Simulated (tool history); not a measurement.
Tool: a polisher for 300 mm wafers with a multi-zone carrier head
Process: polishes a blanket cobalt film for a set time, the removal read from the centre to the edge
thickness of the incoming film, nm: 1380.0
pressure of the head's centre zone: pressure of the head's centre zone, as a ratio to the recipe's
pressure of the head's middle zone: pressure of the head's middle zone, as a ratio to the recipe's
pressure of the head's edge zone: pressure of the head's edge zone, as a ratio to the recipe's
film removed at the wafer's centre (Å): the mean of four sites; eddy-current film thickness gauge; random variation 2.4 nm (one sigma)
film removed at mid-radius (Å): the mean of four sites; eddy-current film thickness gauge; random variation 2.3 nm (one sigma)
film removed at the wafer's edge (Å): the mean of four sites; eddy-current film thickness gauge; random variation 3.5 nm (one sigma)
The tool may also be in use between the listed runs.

run,hour,flow of slurry (ml/min),pressure of the head's centre zone,pressure of the head's middle zone,pressure of the head's edge zone,polishing time (s),film removed at the wafer's centre (Å),film removed at mid-radius (Å),film removed at the wafer's edge (Å)
1,0.0,305,1.00,1.00,1.00,53,2005.0,1990.7,1974.2
2,4.2,305,1.00,1.00,0.93,53,2073.1,1972.5,1907.8
3,6.9,305,1.00,0.97,0.93,53,2030.9,1915.8,2003.9
4,15.3,305,1.00,0.97,0.97,53,2003.5,1928.9,1985.6
5,22.0,305,1.00,0.97,0.89,53,2017.0,1925.2,1914.5
6,24.9,305,1.03,0.97,0.89,53,2066.3,1921.0,1883.5
7,32.9,310,0.98,1.02,0.92,56,2102.6,2156.5,2071.9
8,35.2,320,0.97,1.05,0.94,58,2151.6,2218.9,2171.0

Run 9 comes next. What will it give?
9,39.8,300,0.95,1.09,0.93,61,?,?,?

{"run 9": {"film removed at the wafer's centre (Å)": 2188.5, "film removed at mid-radius (Å)": 2446.7, "film removed at the wafer's edge (Å)": 2223.8}}
